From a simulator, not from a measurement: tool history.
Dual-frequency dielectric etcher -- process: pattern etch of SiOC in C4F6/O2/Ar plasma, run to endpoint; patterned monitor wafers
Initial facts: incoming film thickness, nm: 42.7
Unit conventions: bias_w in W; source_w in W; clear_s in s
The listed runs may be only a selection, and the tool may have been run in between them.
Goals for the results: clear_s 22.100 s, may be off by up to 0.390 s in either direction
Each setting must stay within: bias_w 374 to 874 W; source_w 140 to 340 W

run  hour  bias_w  source_w  clear_s
  1   0.0     624       240   17.072
  2   4.8     624       200   18.707
  3  10.5     665       200   18.280
  4  17.1     640       200   18.358
  5  24.3     640       240   16.925
  6  26.6     528       240   18.317
  7  34.1     513       240   18.434
  8  39.4     388       190   23.192
  9  41.2     394       190   23.346
 10  44.2     400       190   22.941

Which single option among these 5 for the next run brings every result within its allowed miss of target? Just one does.
  A  47.2     374       230        ?
  B  47.2     402       190        ?
  C  47.2     379       200        ?
  D  47.2     423       180        ?
  E  47.2     444       190        ?

move  clear_s
   A   21.571
   B   23.110
   C   23.030
   D   23.305
   E   22.210
A: takes the result that was furthest off past its target
B: its largest miss is bigger than the last run's
C: its largest miss is bigger than the last run's
D: its largest miss is bigger than the last run's
E: every result within its allowed miss
The move that meets every target is E.

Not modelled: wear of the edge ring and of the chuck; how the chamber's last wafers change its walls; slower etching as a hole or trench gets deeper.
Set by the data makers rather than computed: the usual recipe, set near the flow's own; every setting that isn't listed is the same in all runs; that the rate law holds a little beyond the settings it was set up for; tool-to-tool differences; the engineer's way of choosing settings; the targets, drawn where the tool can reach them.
